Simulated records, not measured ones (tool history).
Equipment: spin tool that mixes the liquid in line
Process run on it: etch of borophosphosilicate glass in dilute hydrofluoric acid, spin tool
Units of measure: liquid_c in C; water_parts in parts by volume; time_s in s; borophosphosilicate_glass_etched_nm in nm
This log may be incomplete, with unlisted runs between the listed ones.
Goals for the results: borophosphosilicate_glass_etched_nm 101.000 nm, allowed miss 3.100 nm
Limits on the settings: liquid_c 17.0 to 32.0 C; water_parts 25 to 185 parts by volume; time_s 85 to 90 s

run    day  liquid_c  water_parts  time_s  borophosphosilicate_glass_etched_nm
  1  0.000      24.0          105      85                               36.299
  2  0.133      26.0           85      85                               49.536
  3  0.254      28.5           85      85                               55.715
  4  0.388      29.5           75      85                               65.827
  5  0.554      29.5          100      85                               46.702
  6  0.842      30.0           85      85                               57.471
  7  1.179      30.5           75      85                               67.911
  8  1.304      30.5           75      85                               67.946
  9  1.575      31.0           70      85                               74.459
 10  1.638      31.0           65      85                               81.240
 11  1.846      31.0           60      85                               87.087

Which single option among these 5 for the next run brings every result within its allowed miss of target? Just one does.
  A  2.054      31.0           60      90                                    ?
  B  2.054      30.0           55      85                                    ?
  C  2.054      32.0           70      90                                    ?
  D  2.054      29.0           55      90                                    ?
  E  2.054      28.0           50      90                                    ?

move  borophosphosilicate_glass_etched_nm
   A                               92.843
   B                               92.726
   C                               81.404
   D                               94.405
   E                              100.550
A: an improvement on the last run, though not all results are within tolerance
B: an improvement on the last run, though not all results are within tolerance
C: misses by more than the last run did
D: an improvement on the last run, though not all results are within tolerance
E: every result within its allowed miss
E is the move that brings every result within its allowed miss.
